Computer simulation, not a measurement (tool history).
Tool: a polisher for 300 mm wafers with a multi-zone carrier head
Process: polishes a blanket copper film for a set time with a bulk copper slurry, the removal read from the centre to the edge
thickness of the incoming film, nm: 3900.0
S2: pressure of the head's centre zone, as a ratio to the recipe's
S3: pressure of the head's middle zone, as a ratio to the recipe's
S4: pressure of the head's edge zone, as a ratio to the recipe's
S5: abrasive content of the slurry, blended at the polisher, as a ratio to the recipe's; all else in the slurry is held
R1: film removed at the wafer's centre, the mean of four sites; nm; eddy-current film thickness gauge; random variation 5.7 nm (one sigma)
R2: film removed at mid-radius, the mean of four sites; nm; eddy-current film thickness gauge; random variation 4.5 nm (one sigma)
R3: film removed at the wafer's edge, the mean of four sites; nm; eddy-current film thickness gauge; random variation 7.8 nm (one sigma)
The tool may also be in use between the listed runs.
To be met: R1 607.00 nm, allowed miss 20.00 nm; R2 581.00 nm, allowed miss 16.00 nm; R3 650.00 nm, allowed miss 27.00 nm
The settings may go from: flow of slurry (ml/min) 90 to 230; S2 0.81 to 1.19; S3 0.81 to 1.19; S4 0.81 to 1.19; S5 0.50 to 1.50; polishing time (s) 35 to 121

{"run": 1, "day": 0.0, "flow of slurry (ml/min)": 150, "S2": 1.0, "S3": 1.0, "S4": 1.0, "S5": 1.0, "polishing time (s)": 78, "R1": 647.26, "R2": 655.07, "R3": 625.02}
{"run": 2, "day": 0.221, "flow of slurry (ml/min)": 150, "S2": 0.93, "S3": 1.0, "S4": 1.0, "S5": 1.0, "polishing time (s)": 78, "R1": 622.32, "R2": 662.36, "R3": 640.32}
{"run": 3, "day": 0.479, "flow of slurry (ml/min)": 145, "S2": 0.93, "S3": 0.98, "S4": 1.01, "S5": 1.0, "polishing time (s)": 78, "R1": 611.54, "R2": 641.05, "R3": 626.11}
{"run": 4, "day": 0.529, "flow of slurry (ml/min)": 140, "S2": 0.93, "S3": 0.96, "S4": 1.03, "S5": 1.0, "polishing time (s)": 78, "R1": 605.54, "R2": 632.79, "R3": 633.65}
{"run": 5, "day": 0.633, "flow of slurry (ml/min)": 140, "S2": 0.93, "S3": 0.96, "S4": 1.03, "S5": 0.8, "polishing time (s)": 78, "R1": 585.5, "R2": 620.05, "R3": 599.41}
{"run": 6, "day": 0.817, "flow of slurry (ml/min)": 140, "S2": 0.93, "S3": 0.96, "S4": 1.03, "S5": 0.8, "polishing time (s)": 97, "R1": 736.75, "R2": 762.43, "R3": 772.7}
{"run": 7, "day": 1.021, "flow of slurry (ml/min)": 135, "S2": 0.93, "S3": 0.94, "S4": 1.04, "S5": 0.75, "polishing time (s)": 96, "R1": 726.76, "R2": 717.28, "R3": 746.3}
{"run": 8, "day": 1.088, "flow of slurry (ml/min)": 130, "S2": 0.92, "S3": 0.92, "S4": 1.04, "S5": 0.7, "polishing time (s)": 96, "R1": 703.74, "R2": 703.14, "R3": 758.51}
{"run": 9, "day": 1.45, "flow of slurry (ml/min)": 130, "S2": 0.92, "S3": 0.91, "S4": 1.04, "S5": 0.65, "polishing time (s)": 95, "R1": 678.08, "R2": 673.82, "R3": 739.27}
{"run": 10, "day": 1.792, "flow of slurry (ml/min)": 130, "S2": 0.92, "S3": 0.91, "S4": 1.03, "S5": 0.65, "polishing time (s)": 94, "R1": 678.34, "R2": 675.5, "R3": 708.34}
{"run": 11, "day": 1.9, "flow of slurry (ml/min)": 125, "S2": 0.91, "S3": 0.9, "S4": 1.03, "S5": 0.65, "polishing time (s)": 94, "R1": 672.67, "R2": 667.44, "R3": 689.37}
{"run": 12, "day": 2.258, "flow of slurry (ml/min)": 125, "S2": 0.91, "S3": 0.9, "S4": 1.03, "S5": 0.65, "polishing time (s)": 94, "R1": 664.9, "R2": 662.88, "R3": 714.86}
{"run": 13, "day": 2.45, "flow of slurry (ml/min)": 100, "S2": 0.88, "S3": 0.81, "S4": 0.94, "S5": 0.5, "polishing time (s)": 93, "R1": 600.55, "R2": 562.19, "R3": 645.3}

Which of these 4 next moves meets every target?
{"run": "A", "day": 2.642, "flow of slurry (ml/min)": 95, "S2": 0.95, "S3": 0.82, "S4": 0.88, "S5": 0.55, "polishing time (s)": 95, "R1": "?", "R2": "?", "R3": "?"}
{"run": "B", "day": 2.642, "flow of slurry (ml/min)": 95, "S2": 0.98, "S3": 0.82, "S4": 1.07, "S5": 0.65, "polishing time (s)": 88, "R1": "?", "R2": "?", "R3": "?"}
{"run": "C", "day": 2.642, "flow of slurry (ml/min)": 90, "S2": 0.85, "S3": 0.81, "S4": 1.12, "S5": 0.5, "polishing time (s)": 99, "R1": "?", "R2": "?", "R3": "?"}
{"run": "D", "day": 2.642, "flow of slurry (ml/min)": 90, "S2": 0.86, "S3": 0.81, "S4": 0.86, "S5": 0.5, "polishing time (s)": 97, "R1": "?", "R2": "?", "R3": "?"}

move=A R1=642.80 R2=577.43 R3=644.77
move=B R1=619.48 R2=543.81 R3=647.83
move=C R1=604.83 R2=583.69 R3=716.31
move=D R1=597.53 R2=572.03 R3=642.90
A: brings the result that was furthest off to its target, and leaves another outside
B: further off than the last run
C: brings the result that was furthest off to its target, and leaves another outside
D: meets every target
Move D is the one to make.

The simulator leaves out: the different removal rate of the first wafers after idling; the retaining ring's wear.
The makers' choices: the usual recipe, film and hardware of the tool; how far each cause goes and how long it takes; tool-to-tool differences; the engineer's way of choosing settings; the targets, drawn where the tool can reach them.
